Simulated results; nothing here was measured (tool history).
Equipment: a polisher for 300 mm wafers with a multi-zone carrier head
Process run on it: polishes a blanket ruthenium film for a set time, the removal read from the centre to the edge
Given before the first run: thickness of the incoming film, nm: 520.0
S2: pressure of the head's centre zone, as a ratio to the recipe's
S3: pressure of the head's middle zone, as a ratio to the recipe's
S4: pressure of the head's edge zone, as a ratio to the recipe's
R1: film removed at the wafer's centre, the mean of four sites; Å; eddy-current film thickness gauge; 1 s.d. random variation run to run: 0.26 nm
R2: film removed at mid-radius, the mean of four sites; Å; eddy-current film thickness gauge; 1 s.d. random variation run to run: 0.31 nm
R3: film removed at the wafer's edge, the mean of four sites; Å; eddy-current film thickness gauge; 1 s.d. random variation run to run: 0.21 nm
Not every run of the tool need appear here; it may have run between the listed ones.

{"run": 1, "hour": 0.0, "flow of slurry (ml/min)": 210, "S2": 1, "S3": 1, "S4": 1, "polishing time (s)": 49, "R1": 436.13, "R2": 461.98, "R3": 466.39}
{"run": 2, "hour": 7.6, "flow of slurry (ml/min)": 205, "S2": 1.05, "S3": 0.98, "S4": 0.94, "polishing time (s)": 45, "R1": 422.53, "R2": 402.42, "R3": 408.46}
{"run": 3, "hour": 9.7, "flow of slurry (ml/min)": 190, "S2": 1.07, "S3": 0.99, "S4": 0.9, "polishing time (s)": 44, "R1": 412.42, "R2": 401.3, "R3": 385.4}
{"run": 4, "hour": 15.8, "flow of slurry (ml/min)": 190, "S2": 1.07, "S3": 0.99, "S4": 0.98, "polishing time (s)": 44, "R1": 415.44, "R2": 400.42, "R3": 405.61}
{"run": 5, "hour": 23.8, "flow of slurry (ml/min)": 175, "S2": 1.09, "S3": 0.98, "S4": 0.93, "polishing time (s)": 43, "R1": 408.53, "R2": 382.68, "R3": 381.02}
{"run": 6, "hour": 26.8, "flow of slurry (ml/min)": 165, "S2": 1.11, "S3": 0.97, "S4": 0.89, "polishing time (s)": 43, "R1": 410.52, "R2": 372.32, "R3": 376.21}
{"run": 7, "hour": 33.3, "flow of slurry (ml/min)": 195, "S2": 1.19, "S3": 1.01, "S4": 0.81, "polishing time (s)": 38, "R1": 400.17, "R2": 349.94, "R3": 322.93}
{"run": 8, "hour": 37.8, "flow of slurry (ml/min)": 205, "S2": 1.19, "S3": 1, "S4": 0.83, "polishing time (s)": 38, "R1": 403.7, "R2": 352.73, "R3": 325.57}
{"hour": 39.5, "done": "slurry nozzle cleaned"}
{"run": 9, "hour": 39.5, "flow of slurry (ml/min)": 210, "S2": 1.19, "S3": 0.99, "S4": 0.85, "polishing time (s)": 38, "R1": 429.97, "R2": 368.2, "R3": 345.3}

Forecast run 10:
{"run": 10, "hour": 44.4, "flow of slurry (ml/min)": 200, "S2": 1.19, "S3": 0.99, "S4": 0.85, "polishing time (s)": 38, "R1": "?", "R2": "?", "R3": "?"}

{"run 10": {"R1": 427.3, "R2": 362.34, "R3": 342.19}}

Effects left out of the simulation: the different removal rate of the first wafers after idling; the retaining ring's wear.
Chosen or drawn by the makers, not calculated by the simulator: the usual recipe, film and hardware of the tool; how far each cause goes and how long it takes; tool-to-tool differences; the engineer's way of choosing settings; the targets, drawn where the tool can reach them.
